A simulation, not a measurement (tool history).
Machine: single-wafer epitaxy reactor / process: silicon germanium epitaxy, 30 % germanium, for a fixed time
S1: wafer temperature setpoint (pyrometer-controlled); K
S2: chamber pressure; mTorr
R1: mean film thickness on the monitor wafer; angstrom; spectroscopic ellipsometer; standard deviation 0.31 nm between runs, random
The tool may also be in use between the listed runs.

run  hour      S1     S2      R1
  1     0  863.15  16200  460.22
  2   6.9  865.15  16200  477.21
  3  12.6  865.15  19000  514.13
  4  13.2  867.15  19000  537.15
  5  17.2  876.15  19000  647.24
  6  21.9  868.15  19000  547.46

What will run 7 give?
  7  25.9  869.15  19000   ?

Run 7 yielded R1 558.87 angstrom.
